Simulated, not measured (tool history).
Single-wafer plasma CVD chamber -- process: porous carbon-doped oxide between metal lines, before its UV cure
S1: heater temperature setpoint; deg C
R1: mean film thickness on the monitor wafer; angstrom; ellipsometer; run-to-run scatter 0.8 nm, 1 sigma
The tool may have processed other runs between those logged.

Run 1, hour 0.0: S1 320 deg C, RF power (W) 425, deposition time (s) 28.9. Result: R1 1322.0 angstrom.
Run 2, hour 8.6: S1 320 deg C, RF power (W) 370, deposition time (s) 28.9. Result: R1 1251.7 angstrom.
Run 3, hour 15.5: S1 327 deg C, RF power (W) 370, deposition time (s) 28.9. Result: R1 1201.2 angstrom.
Run 4, hour 22.4: S1 332 deg C, RF power (W) 370, deposition time (s) 28.9. Result: R1 1173.0 angstrom.
Run 5, hour 26.2: S1 326 deg C, RF power (W) 400, deposition time (s) 29.1. Result: R1 1267.2 angstrom.
Run 6, hour 30.6: S1 321 deg C, RF power (W) 420, deposition time (s) 29.2. Result: R1 1335.5 angstrom.

Expected results for the next run?
Run 7, hour 34.1: S1 317 deg C, RF power (W) 430, deposition time (s) 29.3. Result: R1 ?.

Run 7 yielded R1 1376.7 angstrom.

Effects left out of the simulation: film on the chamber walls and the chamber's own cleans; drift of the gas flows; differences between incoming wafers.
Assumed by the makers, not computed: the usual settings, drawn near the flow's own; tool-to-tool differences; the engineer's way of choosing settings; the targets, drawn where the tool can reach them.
